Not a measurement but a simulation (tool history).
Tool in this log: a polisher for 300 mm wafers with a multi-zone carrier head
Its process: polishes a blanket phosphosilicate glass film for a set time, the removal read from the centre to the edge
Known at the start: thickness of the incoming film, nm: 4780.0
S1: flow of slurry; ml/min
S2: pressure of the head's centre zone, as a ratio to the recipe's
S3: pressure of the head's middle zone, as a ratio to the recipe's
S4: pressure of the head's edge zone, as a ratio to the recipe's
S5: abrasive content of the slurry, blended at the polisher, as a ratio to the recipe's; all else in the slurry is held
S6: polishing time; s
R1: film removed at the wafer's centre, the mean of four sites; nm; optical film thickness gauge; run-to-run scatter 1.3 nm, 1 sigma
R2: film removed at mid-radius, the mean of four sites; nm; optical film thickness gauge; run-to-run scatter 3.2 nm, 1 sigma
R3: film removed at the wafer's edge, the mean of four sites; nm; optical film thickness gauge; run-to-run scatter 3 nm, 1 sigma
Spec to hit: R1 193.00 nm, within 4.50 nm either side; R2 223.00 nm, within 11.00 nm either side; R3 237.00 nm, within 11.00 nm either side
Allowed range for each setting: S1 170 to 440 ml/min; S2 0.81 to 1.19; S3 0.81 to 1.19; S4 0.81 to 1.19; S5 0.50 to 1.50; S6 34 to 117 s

run 1 hour=0.0 | S1=280 S2=1.00 S3=1.00 S4=1.00 S5=1.00 S6=75 | R1=333.10 R2=341.91 R3=335.61
run 2 hour=2.7 | S1=275 S2=0.97 S3=0.99 S4=1.00 S5=0.90 S6=74 | R1=300.86 R2=308.60 R3=310.98
run 3 hour=6.5 | S1=275 S2=0.97 S3=0.99 S4=1.06 S5=0.90 S6=74 | R1=298.24 R2=305.28 R3=322.82
run 4 hour=15.5 | S1=270 S2=0.94 S3=0.99 S4=1.05 S5=0.85 S6=73 | R1=280.58 R2=299.93 R3=303.09
run 5 hour=18.6 | S1=265 S2=0.92 S3=0.98 S4=1.06 S5=0.80 S6=72 | R1=261.73 R2=281.68 R3=291.49
run 6 hour=22.8 | S1=260 S2=0.90 S3=0.97 S4=1.06 S5=0.75 S6=72 | R1=247.12 R2=269.32 R3=293.85
run 7 hour=23.9 | S1=265 S2=0.89 S3=0.97 S4=1.04 S5=0.70 S6=71 | R1=233.28 R2=257.70 R3=269.04
run 8 hour=31.5 | S1=260 S2=0.88 S3=0.96 S4=1.03 S5=0.70 S6=71 | R1=231.19 R2=261.23 R3=267.11
run 9 hour=38.1 | S1=255 S2=0.87 S3=0.94 S4=1.03 S5=0.70 S6=71 | R1=228.96 R2=248.65 R3=269.86
run 10 hour=46.3 | S1=250 S2=0.86 S3=0.94 S4=1.02 S5=0.65 S6=71 | R1=217.11 R2=234.15 R3=250.69
run 11 hour=48.6 | S1=245 S2=0.85 S3=0.94 S4=1.02 S5=0.65 S6=71 | R1=214.28 R2=242.53 R3=256.56
run 12 hour=50.3 | S1=240 S2=0.84 S3=0.93 S4=1.01 S5=0.65 S6=71 | R1=208.84 R2=237.96 R3=257.07
run 13 hour=52.1 | S1=235 S2=0.84 S3=0.92 S4=1.00 S5=0.65 S6=71 | R1=211.01 R2=235.97 R3=258.04
run 14 hour=58.9 | S1=235 S2=0.84 S3=0.92 S4=0.99 S5=0.65 S6=71 | R1=209.52 R2=243.35 R3=250.42
run 15 hour=66.7 | S1=235 S2=0.84 S3=0.91 S4=0.99 S5=0.65 S6=71 | R1=211.70 R2=231.94 R3=253.81
run 16 hour=72.0 | S1=230 S2=0.84 S3=0.91 S4=0.99 S5=0.65 S6=71 | R1=209.53 R2=233.55 R3=253.73
run 17 hour=80.2 | S1=230 S2=0.84 S3=0.91 S4=0.99 S5=0.65 S6=71 | R1=210.03 R2=240.51 R3=254.26

Which of these 5 next moves meets every target?
run A hour=88.4 | S1=170 S2=0.84 S3=0.88 S4=0.84 S5=0.95 S6=60 | R1=? R2=? R3=?
run B hour=88.4 | S1=440 S2=0.93 S3=0.91 S4=0.94 S5=0.95 S6=53 | R1=? R2=? R3=?
run C hour=88.4 | S1=270 S2=0.94 S3=0.93 S4=0.92 S5=0.50 S6=78 | R1=? R2=? R3=?
run D hour=88.4 | S1=185 S2=0.83 S3=0.94 S4=0.97 S5=0.70 S6=66 | R1=? R2=? R3=?
run E hour=88.4 | S1=345 S2=0.81 S3=0.83 S4=0.94 S5=0.70 S6=72 | R1=? R2=? R3=?

move=A R1=202.65 R2=217.88 R3=230.79
move=B R1=220.84 R2=217.89 R3=230.82
move=C R1=228.21 R2=227.68 R3=236.64
move=D R1=193.45 R2=221.95 R3=236.87
move=E R1=221.58 R2=233.63 R3=268.21
A: moves toward the targets from the last run without getting all of them in spec
B: the biggest miss grows against the last run
C: the biggest miss grows against the last run
D: meets every target
E: the biggest miss grows against the last run
The move that meets every target is D.
